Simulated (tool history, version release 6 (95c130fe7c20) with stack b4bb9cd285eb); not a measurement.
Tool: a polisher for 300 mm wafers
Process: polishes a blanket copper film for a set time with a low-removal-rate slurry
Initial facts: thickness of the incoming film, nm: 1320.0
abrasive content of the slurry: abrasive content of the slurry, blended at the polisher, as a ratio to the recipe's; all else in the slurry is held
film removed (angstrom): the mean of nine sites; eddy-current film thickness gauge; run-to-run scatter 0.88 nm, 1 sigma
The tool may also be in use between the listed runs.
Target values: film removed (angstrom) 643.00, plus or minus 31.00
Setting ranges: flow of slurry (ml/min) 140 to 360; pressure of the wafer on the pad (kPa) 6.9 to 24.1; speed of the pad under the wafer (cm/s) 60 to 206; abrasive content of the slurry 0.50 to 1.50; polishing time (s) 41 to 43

run    day  flow of slurry (ml/min)  pressure of the wafer on the pad (kPa)  speed of the pad under the wafer (cm/s)  abrasive content of the slurry  polishing time (s)  film removed (angstrom)
  1  0.000                      230                                    15.2                                      132                            1.00                  41                  1074.50
  2  0.050                      230                                    15.2                                      132                            1.00                  41                  1086.10
  3  0.400                      230                                    15.2                                      132                            0.80                  41                  1023.20
  4  0.679                      230                                    15.2                                      132                            0.70                  41                  1000.70
  5  0.933                      230                                    15.2                                      132                            0.75                  41                   992.99
  6  1.183                      230                                    15.2                                      132                            0.75                  41                  1015.60
  7  1.408                      230                                    14.5                                      132                            0.75                  41                   971.06
  8  1.758                      230                                    13.8                                      132                            0.75                  41                   910.60
  9  1.879                      230                                    13.1                                      132                            0.75                  41                   876.90
 10  2.033                      230                                    12.4                                      132                            0.75                  41                   839.87
 11  2.162                      230                                    11.7                                      132                            0.75                  41                   774.65
 12  2.262                      230                                    11.7                                      132                            0.75                  41                   781.21
 13  2.504                      230                                    11.0                                      132                            0.75                  41                   757.37
 14  2.646                      230                                     8.3                                      130                            0.75                  41                   558.04
 15  2.746                      230                                     9.0                                      130                            0.75                  41                   596.06
 16  3.067                      230                                     9.0                                      130                            0.75                  41                   603.27

Exactly one of the 5 candidate moves below puts every result within its allowed miss. Which one?
  A  3.388                      230                                     9.7                                      148                            0.85                  41                        ?
  B  3.388                      195                                     8.3                                      154                            0.65                  41                        ?
  C  3.388                      260                                     7.6                                      138                            0.75                  41                        ?
  D  3.388                      260                                     8.3                                      118                            0.85                  41                        ?
  E  3.388                      240                                     8.3                                      174                            0.70                  41                        ?

move  film removed (angstrom)
   A                   752.62
   B                   631.93
   C                   553.97
   D                   528.55
   E                   738.61
A: moves the result that the last run missed by most past its target, out the other side
B: in spec on every target
C: lands further from the targets than the last run did
D: lands further from the targets than the last run did
E: moves the result that the last run missed by most past its target, out the other side
So the answer is move B, the one that meets all the targets.
